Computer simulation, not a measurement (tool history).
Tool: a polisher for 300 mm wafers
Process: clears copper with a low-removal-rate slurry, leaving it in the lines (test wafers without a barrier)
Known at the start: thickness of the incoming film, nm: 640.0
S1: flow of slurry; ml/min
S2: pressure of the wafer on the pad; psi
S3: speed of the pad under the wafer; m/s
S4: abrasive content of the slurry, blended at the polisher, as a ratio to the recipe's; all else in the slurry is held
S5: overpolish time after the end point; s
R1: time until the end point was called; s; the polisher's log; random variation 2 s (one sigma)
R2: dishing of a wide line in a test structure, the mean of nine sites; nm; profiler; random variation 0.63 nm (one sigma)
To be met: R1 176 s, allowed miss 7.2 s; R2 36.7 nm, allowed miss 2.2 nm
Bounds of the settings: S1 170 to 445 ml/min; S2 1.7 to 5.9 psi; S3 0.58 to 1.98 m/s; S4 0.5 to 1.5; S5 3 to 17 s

run,hour,S1,S2,S3,S4,S5,R1,R2
1,0,285,3.8,1.28,1,9,122.78,34.914
2,5.2,285,3.3,1.28,1,9,140.59,30.429
3,6.5,285,3.1,1.28,1,10,147.15,32.127
4,13,285,3.7,1.28,1,10,123.66,37.478
5,18.1,285,3.7,0.96,1,10,155.05,30.305
# hour 20.1: slurry nozzle cleaned
6,20.1,250,3.7,0.96,1,10,155.03,31.108
7,24.8,250,3.6,0.96,1,11,155.41,32.379
8,25.4,250,3.4,0.96,1,12,166.07,31.965
9,31.8,250,3.4,0.96,1,12,166.86,34.024
10,38.2,250,3.3,0.96,1,12,171.7,33.519
11,39.2,250,3.2,0.96,1,13,173.74,33.696
12,42.9,250,3.1,0.94,1,15,187.32,38.025

4 next moves are on the table. One of them brings every result within its allowed miss. Which?
A,46.6,265,3.2,0.86,1,15,?,?
B,46.6,320,2.8,0.96,0.85,17,?,?
C,46.6,215,3.3,0.84,0.8,17,?,?
D,46.6,235,3.3,0.94,1,14,?,?

move,R1,R2
A,194.9,36.248
B,206.38,38.292
C,203.77,39.001
D,179.45,36.735
A: further off than the last run
B: further off than the last run
C: further off than the last run
D: meets every target
The right move is D.
